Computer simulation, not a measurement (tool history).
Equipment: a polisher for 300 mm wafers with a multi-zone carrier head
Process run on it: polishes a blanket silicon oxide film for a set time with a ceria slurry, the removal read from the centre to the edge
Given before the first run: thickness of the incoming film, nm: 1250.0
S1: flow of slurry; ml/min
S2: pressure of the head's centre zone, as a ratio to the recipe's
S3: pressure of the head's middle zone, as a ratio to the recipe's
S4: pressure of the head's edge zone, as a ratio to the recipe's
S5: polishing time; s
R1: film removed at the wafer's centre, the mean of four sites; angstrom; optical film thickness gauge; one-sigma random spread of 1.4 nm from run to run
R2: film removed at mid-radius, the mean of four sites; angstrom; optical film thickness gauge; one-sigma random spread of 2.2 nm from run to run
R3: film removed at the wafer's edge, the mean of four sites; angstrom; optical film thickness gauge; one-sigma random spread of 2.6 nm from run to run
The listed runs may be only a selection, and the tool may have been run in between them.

run 1 day=0.000 | S1=230 S2=1.00 S3=1.00 S4=1.00 S5=37 | R1=1640.9 R2=1677.9 R3=1620.1
run 2 day=0.125 | S1=190 S2=1.00 S3=1.00 S4=1.00 S5=37 | R1=1586.4 R2=1600.9 R3=1615.3
run 3 day=0.325 | S1=190 S2=1.00 S3=1.00 S4=1.00 S5=31 | R1=1316.7 R2=1352.9 R3=1361.4
run 4 day=0.696 | S1=190 S2=1.00 S3=1.00 S4=1.04 S5=31 | R1=1325.9 R2=1365.7 R3=1388.6
run 5 day=1.033 | S1=185 S2=0.99 S3=1.03 S4=1.06 S5=34 | R1=1422.1 R2=1516.2 R3=1541.5
run 6 day=1.133 | S1=190 S2=0.99 S3=1.06 S4=1.08 S5=36 | R1=1520.6 R2=1639.1 R3=1659.6
run 7 day=1.383 | S1=200 S2=0.98 S3=1.08 S4=1.10 S5=37 | R1=1582.6 R2=1758.9 R3=1675.5

Run 8 is up next; what results do you expect?
run 8 day=1.633 | S1=200 S2=0.98 S3=1.08 S4=1.10 S5=37 | R1=? R2=? R3=?

{"run 8": {"R1": 1582.8, "R2": 1728.9, "R3": 1705.1}}
